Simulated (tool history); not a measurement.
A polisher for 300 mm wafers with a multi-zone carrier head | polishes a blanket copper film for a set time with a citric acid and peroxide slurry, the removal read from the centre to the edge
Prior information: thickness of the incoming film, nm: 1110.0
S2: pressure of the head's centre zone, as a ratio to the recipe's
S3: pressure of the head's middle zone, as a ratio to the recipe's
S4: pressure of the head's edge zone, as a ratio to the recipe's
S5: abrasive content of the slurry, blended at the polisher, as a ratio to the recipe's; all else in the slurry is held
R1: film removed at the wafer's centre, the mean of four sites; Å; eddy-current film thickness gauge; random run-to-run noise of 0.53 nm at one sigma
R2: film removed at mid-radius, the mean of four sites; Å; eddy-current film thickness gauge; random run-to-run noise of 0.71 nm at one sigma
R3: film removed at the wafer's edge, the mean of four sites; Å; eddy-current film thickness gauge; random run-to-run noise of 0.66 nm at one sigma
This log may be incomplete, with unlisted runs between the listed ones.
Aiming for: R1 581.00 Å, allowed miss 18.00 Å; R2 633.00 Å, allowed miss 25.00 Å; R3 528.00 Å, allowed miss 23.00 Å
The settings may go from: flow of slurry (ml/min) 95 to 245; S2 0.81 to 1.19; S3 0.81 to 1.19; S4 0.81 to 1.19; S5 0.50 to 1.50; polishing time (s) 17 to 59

{"run": 1, "hour": 0.0, "flow of slurry (ml/min)": 155, "S2": 1.0, "S3": 1.0, "S4": 1.0, "S5": 1.0, "polishing time (s)": 38, "R1": 816.1, "R2": 827.17, "R3": 843.56}
{"run": 2, "hour": 5.4, "flow of slurry (ml/min)": 160, "S2": 1.01, "S3": 1.02, "S4": 0.96, "S5": 0.9, "polishing time (s)": 36, "R1": 763.3, "R2": 792.0, "R3": 759.66}
{"run": 3, "hour": 11.3, "flow of slurry (ml/min)": 160, "S2": 1.01, "S3": 1.02, "S4": 0.93, "S5": 0.8, "polishing time (s)": 35, "R1": 734.95, "R2": 753.99, "R3": 700.82}
{"run": 4, "hour": 16.3, "flow of slurry (ml/min)": 160, "S2": 1.01, "S3": 1.1, "S4": 0.93, "S5": 0.8, "polishing time (s)": 35, "R1": 719.95, "R2": 809.4, "R3": 707.0}
{"run": 5, "hour": 17.0, "flow of slurry (ml/min)": 160, "S2": 1.01, "S3": 1.1, "S4": 0.96, "S5": 0.8, "polishing time (s)": 35, "R1": 719.66, "R2": 790.26, "R3": 729.21}
{"run": 6, "hour": 24.9, "flow of slurry (ml/min)": 160, "S2": 1.01, "S3": 1.1, "S4": 0.96, "S5": 0.8, "polishing time (s)": 42, "R1": 861.56, "R2": 946.42, "R3": 850.77}
{"run": 7, "hour": 31.5, "flow of slurry (ml/min)": 160, "S2": 1.0, "S3": 1.09, "S4": 0.93, "S5": 0.75, "polishing time (s)": 39, "R1": 794.62, "R2": 875.01, "R3": 785.08}
{"run": 8, "hour": 35.6, "flow of slurry (ml/min)": 155, "S2": 1.0, "S3": 1.09, "S4": 0.91, "S5": 0.7, "polishing time (s)": 37, "R1": 739.64, "R2": 813.29, "R3": 724.93}
{"run": 9, "hour": 42.9, "flow of slurry (ml/min)": 160, "S2": 1.0, "S3": 1.09, "S4": 0.89, "S5": 0.65, "polishing time (s)": 35, "R1": 680.36, "R2": 753.93, "R3": 661.87}
{"run": 10, "hour": 50.3, "flow of slurry (ml/min)": 165, "S2": 1.0, "S3": 1.09, "S4": 0.87, "S5": 0.6, "polishing time (s)": 34, "R1": 644.95, "R2": 735.74, "R3": 630.36}
{"run": 11, "hour": 53.0, "flow of slurry (ml/min)": 165, "S2": 1.01, "S3": 1.09, "S4": 0.86, "S5": 0.6, "polishing time (s)": 33, "R1": 643.51, "R2": 695.09, "R3": 584.86}
{"run": 12, "hour": 59.1, "flow of slurry (ml/min)": 165, "S2": 1.01, "S3": 1.09, "S4": 0.85, "S5": 0.6, "polishing time (s)": 33, "R1": 633.15, "R2": 711.9, "R3": 607.55}
{"run": 13, "hour": 68.0, "flow of slurry (ml/min)": 165, "S2": 1.02, "S3": 1.09, "S4": 0.84, "S5": 0.6, "polishing time (s)": 32, "R1": 636.4, "R2": 681.79, "R3": 573.7}
{"run": 14, "hour": 72.8, "flow of slurry (ml/min)": 120, "S2": 1.0, "S3": 1.09, "S4": 0.81, "S5": 0.5, "polishing time (s)": 32, "R1": 540.14, "R2": 595.63, "R3": 517.0}
{"run": 15, "hour": 81.0, "flow of slurry (ml/min)": 125, "S2": 1.01, "S3": 1.09, "S4": 0.81, "S5": 0.5, "polishing time (s)": 32, "R1": 543.88, "R2": 601.91, "R3": 522.14}
{"run": 16, "hour": 86.5, "flow of slurry (ml/min)": 160, "S2": 1.08, "S3": 1.13, "S4": 0.81, "S5": 0.55, "polishing time (s)": 31, "R1": 622.54, "R2": 650.4, "R3": 542.16}
{"run": 17, "hour": 91.2, "flow of slurry (ml/min)": 155, "S2": 1.07, "S3": 1.13, "S4": 0.81, "S5": 0.55, "polishing time (s)": 31, "R1": 617.11, "R2": 651.39, "R3": 537.77}
{"run": 18, "hour": 96.8, "flow of slurry (ml/min)": 155, "S2": 1.07, "S3": 1.13, "S4": 0.81, "S5": 0.55, "polishing time (s)": 31, "R1": 613.12, "R2": 658.08, "R3": 527.15}
{"run": 19, "hour": 104.1, "flow of slurry (ml/min)": 150, "S2": 1.07, "S3": 1.13, "S4": 0.82, "S5": 0.55, "polishing time (s)": 31, "R1": 601.36, "R2": 641.78, "R3": 532.63}

Exactly one of the 4 candidate moves below puts every result within its allowed miss. Which one?
{"run": "A", "hour": 111.4, "flow of slurry (ml/min)": 110, "S2": 1.17, "S3": 1.17, "S4": 0.81, "S5": 0.6, "polishing time (s)": 31, "R1": "?", "R2": "?", "R3": "?"}
{"run": "B", "hour": 111.4, "flow of slurry (ml/min)": 150, "S2": 1.07, "S3": 1.15, "S4": 0.87, "S5": 0.6, "polishing time (s)": 29, "R1": "?", "R2": "?", "R3": "?"}
{"run": "C", "hour": 111.4, "flow of slurry (ml/min)": 175, "S2": 1.1, "S3": 1.08, "S4": 0.83, "S5": 0.65, "polishing time (s)": 29, "R1": "?", "R2": "?", "R3": "?"}
{"run": "D", "hour": 111.4, "flow of slurry (ml/min)": 120, "S2": 1.02, "S3": 1.08, "S4": 0.92, "S5": 0.5, "polishing time (s)": 34, "R1": "?", "R2": "?", "R3": "?"}

move=A R1=622.49 R2=624.62 R3=506.87
move=B R1=582.08 R2=623.20 R3=515.56
move=C R1=631.81 R2=621.31 R3=528.57
move=D R1=582.07 R2=624.57 R3=567.19
A: misses by more than the last run did
B: meets every target
C: misses by more than the last run did
D: corrects the largest miss of the last run, while another result sits out of spec
B is the move that brings every result within its allowed miss.

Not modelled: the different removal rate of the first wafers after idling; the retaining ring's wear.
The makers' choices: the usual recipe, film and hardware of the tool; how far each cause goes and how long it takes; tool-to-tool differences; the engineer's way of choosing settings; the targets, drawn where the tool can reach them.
